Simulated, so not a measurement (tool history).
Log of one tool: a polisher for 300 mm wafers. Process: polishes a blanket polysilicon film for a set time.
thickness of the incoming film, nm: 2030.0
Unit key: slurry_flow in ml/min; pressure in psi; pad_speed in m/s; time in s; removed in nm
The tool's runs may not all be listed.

run,hour,slurry_flow,pressure,pad_speed,time,removed
1,0,320,2.5,0.86,58,328.64
2,8.1,320,2.2,0.86,58,300.03
3,11.6,320,2.2,0.98,58,333.32
4,20.4,320,2.3,0.98,58,348.25
5,22.1,320,2.3,0.98,52,308.55
6,30,320,2.8,0.98,52,372.49
7,32.5,320,2.9,0.98,52,378.62

Run 8 is up next; what results do you expect?
# hour 36.2: head pressure recalibrated
8,36.2,320,3,0.98,52,?

{"run 8": {"removed": 422.85}}
